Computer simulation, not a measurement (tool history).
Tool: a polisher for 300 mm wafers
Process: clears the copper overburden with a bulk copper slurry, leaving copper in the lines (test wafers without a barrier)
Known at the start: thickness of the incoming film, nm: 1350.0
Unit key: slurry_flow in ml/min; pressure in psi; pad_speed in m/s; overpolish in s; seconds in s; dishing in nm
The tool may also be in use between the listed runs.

run  hour  slurry_flow  pressure  pad_speed  slurry_solids  overpolish  seconds  dishing
  1   0.0          245       3.5       1.30            1.0          30   72.205   157.00
  2   8.4          195       3.5       1.30            1.0          30   76.410   161.57
  3  17.1          215       3.9       1.32            1.0          27   65.497   173.87
  4  21.0          245       4.1       1.36            1.0          23   60.279   168.04
  5  29.0          245       4.1       1.22            1.0          23   65.446   168.09
  6  33.4          270       4.1       1.22            1.0          23   67.257   164.56
  7  38.8          280       4.3       1.30            1.0          20   58.780   166.18
  8  40.0          280       4.3       1.30            1.0          20   61.246   164.29

What will run 9 give?
  9  41.9          285       5.3       1.46            1.0          10        ?        ?

seconds: 43.320 s
dishing: 147.51 nm
